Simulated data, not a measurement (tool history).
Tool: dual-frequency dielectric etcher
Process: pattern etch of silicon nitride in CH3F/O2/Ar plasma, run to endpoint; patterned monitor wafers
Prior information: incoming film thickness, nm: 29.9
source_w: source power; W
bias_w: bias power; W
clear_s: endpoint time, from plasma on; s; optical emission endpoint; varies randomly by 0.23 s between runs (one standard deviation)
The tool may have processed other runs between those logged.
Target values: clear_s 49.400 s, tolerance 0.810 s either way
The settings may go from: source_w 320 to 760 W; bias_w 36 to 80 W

run 1 day=0.000 | source_w=540 bias_w=58 | clear_s=44.108
run 2 day=0.025 | source_w=510 bias_w=58 | clear_s=44.772
run 3 day=0.179 | source_w=470 bias_w=58 | clear_s=45.897
run 4 day=0.279 | source_w=470 bias_w=68 | clear_s=42.212
run 5 day=0.346 | source_w=470 bias_w=77 | clear_s=39.484
run 6 day=0.433 | source_w=430 bias_w=77 | clear_s=40.675
run 7 day=0.792 | source_w=320 bias_w=66 | clear_s=47.346
run 8 day=0.921 | source_w=320 bias_w=65 | clear_s=47.469
run 9 day=1.079 | source_w=320 bias_w=65 | clear_s=47.745
run 10 day=1.175 | source_w=320 bias_w=64 | clear_s=47.892
run 11 day=1.217 | source_w=320 bias_w=63 | clear_s=47.948

Exercise: of the 4 proposed moves below, exactly one satisfies all targets within the stated allowed misses. Which move is it?
run A day=1.258 | source_w=320 bias_w=60 | clear_s=?
run B day=1.258 | source_w=360 bias_w=67 | clear_s=?
run C day=1.258 | source_w=320 bias_w=69 | clear_s=?
run D day=1.258 | source_w=320 bias_w=65 | clear_s=?

move=A clear_s=49.403
move=B clear_s=45.422
move=C clear_s=45.979
move=D clear_s=47.402
A: in spec on every target
B: its largest miss is bigger than the last run's
C: its largest miss is bigger than the last run's
D: its largest miss is bigger than the last run's
A meets every target.

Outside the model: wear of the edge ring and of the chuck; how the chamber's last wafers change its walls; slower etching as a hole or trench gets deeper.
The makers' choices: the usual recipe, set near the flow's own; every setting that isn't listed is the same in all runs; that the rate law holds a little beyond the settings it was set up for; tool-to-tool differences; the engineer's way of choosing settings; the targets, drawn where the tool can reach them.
